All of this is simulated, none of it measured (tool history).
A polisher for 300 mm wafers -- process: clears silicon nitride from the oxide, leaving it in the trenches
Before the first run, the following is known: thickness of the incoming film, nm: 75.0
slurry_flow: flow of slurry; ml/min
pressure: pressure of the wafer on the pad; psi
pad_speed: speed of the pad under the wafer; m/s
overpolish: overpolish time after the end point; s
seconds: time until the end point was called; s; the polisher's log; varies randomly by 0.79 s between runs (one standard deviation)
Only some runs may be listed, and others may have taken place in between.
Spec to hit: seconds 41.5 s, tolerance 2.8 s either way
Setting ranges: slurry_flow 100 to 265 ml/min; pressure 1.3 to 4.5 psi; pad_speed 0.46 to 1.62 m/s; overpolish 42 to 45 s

run  hour  slurry_flow  pressure  pad_speed  overpolish  seconds
  1     0          170       2.9       1.04          42     68.3
  2   4.5          170       3.2       1.06          42   63.539
  3   5.3          170       3.5        1.1          42   56.479
  4   6.5          170       3.8        1.1          42   53.535
  5  12.3          170       3.9       1.12          42   50.085
  6    13          170       3.9       1.12          42   50.048
  7  14.3          170         4       1.14          42   49.014
  8  16.4          170       4.1       1.16          42   46.629
  9  24.7          170       4.2       1.16          42   46.234

Next run, 4 choices. One meets every target within its allowed miss, the rest don't. Which?
  A    33          170       4.1        1.1          45        ?
  B    33          155       4.4       1.04          45        ?
  C    33          160       4.5        1.2          42        ?
  D    33          150       4.4       1.12          42        ?

move  seconds
   A   49.202
   B   49.649
   C   42.202
   D   46.429
A: misses by more than the last run did
B: misses by more than the last run did
C: all results land within tolerance of their targets
D: neither nearer nor further off than the last run
Go with C: it meets all targets.
